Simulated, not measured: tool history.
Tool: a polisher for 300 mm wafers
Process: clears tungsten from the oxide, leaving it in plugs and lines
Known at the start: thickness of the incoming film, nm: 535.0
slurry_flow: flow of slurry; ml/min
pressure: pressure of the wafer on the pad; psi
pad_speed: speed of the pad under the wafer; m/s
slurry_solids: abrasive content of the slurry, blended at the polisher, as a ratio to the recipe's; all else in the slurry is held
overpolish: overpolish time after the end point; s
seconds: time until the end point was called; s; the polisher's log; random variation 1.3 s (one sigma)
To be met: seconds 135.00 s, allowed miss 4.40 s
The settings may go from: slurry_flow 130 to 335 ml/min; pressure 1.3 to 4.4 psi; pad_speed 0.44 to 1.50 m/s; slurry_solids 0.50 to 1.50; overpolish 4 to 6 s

| run | hour | slurry_flow | pressure | pad_speed | slurry_solids | overpolish | seconds |
|---|---|---|---|---|---|---|---|
| 1 | 0.0 | 215 | 2.8 | 0.96 | 1.00 | 6 | 174.49 |
| 2 | 4.0 | 220 | 3.0 | 0.96 | 1.00 | 6 | 163.75 |
| 3 | 10.9 | 220 | 3.1 | 0.96 | 1.00 | 6 | 160.71 |
| 4 | 15.3 | 245 | 3.1 | 0.96 | 1.00 | 6 | 159.51 |
| 5 | 18.7 | 290 | 3.1 | 0.96 | 1.00 | 6 | 154.68 |
| 6 | 20.5 | 290 | 2.8 | 0.96 | 1.00 | 6 | 173.20 |
| 7 | 25.3 | 290 | 3.0 | 0.96 | 1.00 | 6 | 160.81 |
| 8 | 26.5 | 290 | 3.1 | 0.96 | 1.00 | 6 | 157.21 |
| 9 | 27.9 | 295 | 3.6 | 0.96 | 1.00 | 6 | 143.06 |

Which of these 5 next moves meets every target?
| A | 29.3 | 300 | 3.7 | 1.04 | 1.15 | 6 | ? |
| B | 29.3 | 305 | 3.5 | 1.00 | 1.10 | 5 | ? |
| C | 29.3 | 280 | 3.4 | 0.94 | 1.05 | 6 | ? |
| D | 29.3 | 255 | 3.1 | 0.94 | 1.20 | 4 | ? |
| E | 29.3 | 285 | 3.4 | 0.94 | 1.15 | 4 | ? |

| move | seconds |
|---|---|
| A | 124.09 |
| B | 135.62 |
| C | 149.62 |
| D | 155.84 |
| E | 146.20 |
A: takes the result that was furthest off past its target
B: meets every target
C: further off than the last run
D: further off than the last run
E: further off than the last run
The right move is B.
